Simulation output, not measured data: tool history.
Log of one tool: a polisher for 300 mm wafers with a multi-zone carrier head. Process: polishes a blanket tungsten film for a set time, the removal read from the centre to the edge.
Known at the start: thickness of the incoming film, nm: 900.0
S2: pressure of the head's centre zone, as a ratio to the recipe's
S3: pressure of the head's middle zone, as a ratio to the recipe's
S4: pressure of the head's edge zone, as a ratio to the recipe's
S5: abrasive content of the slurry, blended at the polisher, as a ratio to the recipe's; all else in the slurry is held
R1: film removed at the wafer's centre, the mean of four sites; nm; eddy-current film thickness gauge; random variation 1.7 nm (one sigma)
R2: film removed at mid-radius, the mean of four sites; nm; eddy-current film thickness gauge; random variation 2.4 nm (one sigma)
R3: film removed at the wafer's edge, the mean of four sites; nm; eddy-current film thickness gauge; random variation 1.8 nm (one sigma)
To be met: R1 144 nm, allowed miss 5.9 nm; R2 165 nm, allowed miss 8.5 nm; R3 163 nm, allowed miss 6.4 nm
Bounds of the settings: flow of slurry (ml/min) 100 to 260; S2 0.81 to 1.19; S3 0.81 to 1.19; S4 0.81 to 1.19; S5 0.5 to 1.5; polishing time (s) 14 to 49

run 1 hour=0 | flow_of_slurry_(ml/min)=165 S2=1 S3=1 S4=1 S5=1 polishing_time_(s)=31 | R1=272.98 R2=262.41 R3=274.79
run 2 hour=5.6 | flow_of_slurry_(ml/min)=165 S2=1 S3=1.08 S4=1 S5=1 polishing_time_(s)=31 | R1=267.5 R2=290.45 R3=273.65
run 3 hour=10.5 | flow_of_slurry_(ml/min)=155 S2=0.96 S3=1.06 S4=0.98 S5=0.85 polishing_time_(s)=28 | R1=221.43 R2=241.68 R3=234.94
run 4 hour=16.7 | flow_of_slurry_(ml/min)=150 S2=0.93 S3=1.05 S4=0.95 S5=0.75 polishing_time_(s)=26 | R1=197.64 R2=215.22 R3=206.73
run 5 hour=17.3 | flow_of_slurry_(ml/min)=150 S2=0.93 S3=1.05 S4=1.02 S5=0.75 polishing_time_(s)=26 | R1=190.03 R2=215.71 R3=211.39
run 6 hour=21.5 | flow_of_slurry_(ml/min)=135 S2=0.93 S3=1.05 S4=1.02 S5=0.75 polishing_time_(s)=26 | R1=192.97 R2=209.81 R3=209.75
run 7 hour=30.4 | flow_of_slurry_(ml/min)=135 S2=0.91 S3=1.05 S4=1.01 S5=0.7 polishing_time_(s)=25 | R1=177.65 R2=198.51 R3=198.44
run 8 hour=31.6 | flow_of_slurry_(ml/min)=135 S2=0.91 S3=1.05 S4=1.01 S5=0.7 polishing_time_(s)=25 | R1=177.85 R2=195.44 R3=197.94
run 9 hour=39.7 | flow_of_slurry_(ml/min)=135 S2=0.89 S3=1.05 S4=0.99 S5=0.65 polishing_time_(s)=24 | R1=166.67 R2=182.4 R3=186.51
run 10 hour=46.7 | flow_of_slurry_(ml/min)=135 S2=0.88 S3=1.06 S4=0.97 S5=0.6 polishing_time_(s)=24 | R1=161.14 R2=184.8 R3=180.08
run 11 hour=55.6 | flow_of_slurry_(ml/min)=130 S2=0.87 S3=1.05 S4=0.96 S5=0.55 polishing_time_(s)=24 | R1=154.32 R2=176.23 R3=174.4
run 12 hour=62.7 | flow_of_slurry_(ml/min)=125 S2=0.86 S3=1.05 S4=0.95 S5=0.55 polishing_time_(s)=24 | R1=152.31 R2=172.8 R3=172.15

4 next moves are on the table. One of them brings every result within its allowed miss. Which?
run A hour=69.8 | flow_of_slurry_(ml/min)=100 S2=1.02 S3=1.1 S4=0.88 S5=0.7 polishing_time_(s)=24 | R1=? R2=? R3=?
run B hour=69.8 | flow_of_slurry_(ml/min)=110 S2=0.87 S3=1.06 S4=0.93 S5=0.5 polishing_time_(s)=24 | R1=? R2=? R3=?
run C hour=69.8 | flow_of_slurry_(ml/min)=100 S2=0.86 S3=0.94 S4=0.97 S5=0.55 polishing_time_(s)=26 | R1=? R2=? R3=?
run D hour=69.8 | flow_of_slurry_(ml/min)=165 S2=1.01 S3=1.12 S4=0.81 S5=0.55 polishing_time_(s)=22 | R1=? R2=? R3=?

move=A R1=175.82 R2=183 R3=167.11
move=B R1=143.73 R2=166.8 R3=160.22
move=C R1=153.94 R2=163.73 R3=178.95
move=D R1=167.63 R2=176.45 R3=148.68
A: brings the result that was furthest off to its target, and leaves another outside
B: meets every target
C: further off than the last run
D: takes the result that was furthest off past its target
Answer: B
